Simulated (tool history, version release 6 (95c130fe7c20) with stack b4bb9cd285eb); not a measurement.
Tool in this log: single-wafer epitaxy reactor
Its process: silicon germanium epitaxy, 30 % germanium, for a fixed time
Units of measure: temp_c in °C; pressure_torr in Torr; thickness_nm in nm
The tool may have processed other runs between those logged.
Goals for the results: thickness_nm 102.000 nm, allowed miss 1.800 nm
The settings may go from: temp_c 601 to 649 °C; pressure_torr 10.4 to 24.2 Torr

run  hour  temp_c  pressure_torr  thickness_nm
  1   0.0     625           17.3        90.474
  2   6.4     627           17.3        93.748
  3  10.3     628           17.3        95.157
  4  12.0     629           17.3        96.095
  5  20.3     624           17.3        88.006
  6  26.4     620           17.3        83.423
  7  33.5     623           17.4        87.855
  8  39.7     623           17.4        87.093
  9  46.8     626           17.4        90.903
 10  50.2     628           17.4        94.652

Which one of the following 4 next-run settings gets every result inside its allowed miss? There is exactly one.
  A  53.6     641           11.9             ?
  B  53.6     617           22.4             ?
  C  53.6     625           17.0             ?
  D  53.6     620           18.1             ?

move  thickness_nm
   A       103.020
   B        87.111
   C        90.094
   D        84.960
A: every result within its allowed miss
B: moves away from the targets compared with the last run
C: moves away from the targets compared with the last run
D: moves away from the targets compared with the last run
A meets every target.

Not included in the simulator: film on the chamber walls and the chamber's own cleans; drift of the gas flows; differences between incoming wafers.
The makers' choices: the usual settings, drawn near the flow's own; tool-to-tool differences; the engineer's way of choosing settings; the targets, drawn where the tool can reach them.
